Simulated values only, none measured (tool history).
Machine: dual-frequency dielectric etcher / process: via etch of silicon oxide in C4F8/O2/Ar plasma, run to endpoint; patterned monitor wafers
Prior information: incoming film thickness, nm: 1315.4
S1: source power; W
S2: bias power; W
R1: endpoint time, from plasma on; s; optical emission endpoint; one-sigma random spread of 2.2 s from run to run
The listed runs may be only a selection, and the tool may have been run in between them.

run 1 hour=0 | S1=1370 S2=1707 | R1=358.85
run 2 hour=1.1 | S1=1440 S2=1744 | R1=347.55
run 3 hour=3.7 | S1=1230 S2=1744 | R1=379.89
run 4 hour=9.8 | S1=1230 S2=2019 | R1=362.49
run 5 hour=15.9 | S1=1290 S2=2044 | R1=355.82
run 6 hour=23.4 | S1=1350 S2=2069 | R1=344.73

Run 7, settings as shown, results not yet in. Your forecast:
run 7 hour=29.5 | S1=1390 S2=2086 | R1=?

{"run 7": {"R1": 335.87}}
